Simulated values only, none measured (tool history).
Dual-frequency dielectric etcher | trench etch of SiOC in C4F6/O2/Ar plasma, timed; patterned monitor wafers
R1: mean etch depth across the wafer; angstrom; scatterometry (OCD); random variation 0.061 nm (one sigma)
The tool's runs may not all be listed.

run 1 hour=0.0 | source_power_(kW)=0.400 bias_power_(kW)=0.153 etch_time_(s)=10.0 | R1=198.80
run 2 hour=5.2 | source_power_(kW)=0.380 bias_power_(kW)=0.146 etch_time_(s)=10.0 | R1=188.18
run 3 hour=9.6 | source_power_(kW)=0.420 bias_power_(kW)=0.146 etch_time_(s)=10.0 | R1=197.60
run 4 hour=11.4 | source_power_(kW)=0.420 bias_power_(kW)=0.146 etch_time_(s)=10.0 | R1=197.99
run 5 hour=15.5 | source_power_(kW)=0.420 bias_power_(kW)=0.168 etch_time_(s)=10.0 | R1=209.59
run 6 hour=22.1 | source_power_(kW)=0.420 bias_power_(kW)=0.168 etch_time_(s)=9.5 | R1=197.85
run 7 hour=25.2 | source_power_(kW)=0.400 bias_power_(kW)=0.161 etch_time_(s)=9.5 | R1=192.38
run 8 hour=32.9 | source_power_(kW)=0.380 bias_power_(kW)=0.156 etch_time_(s)=9.5 | R1=183.45
-- hour=35.0 bias power generator calibrated
run 9 hour=35.0 | source_power_(kW)=0.360 bias_power_(kW)=0.155 etch_time_(s)=9.5 | R1=176.61
run 10 hour=38.9 | source_power_(kW)=0.350 bias_power_(kW)=0.155 etch_time_(s)=9.5 | R1=173.85
run 11 hour=41.1 | source_power_(kW)=0.340 bias_power_(kW)=0.155 etch_time_(s)=9.5 | R1=171.11

The next listed run, before its measurement:
run 12 hour=42.4 | source_power_(kW)=0.330 bias_power_(kW)=0.155 etch_time_(s)=9.5 | R1=?

{"run 12": {"R1": 169.29}}
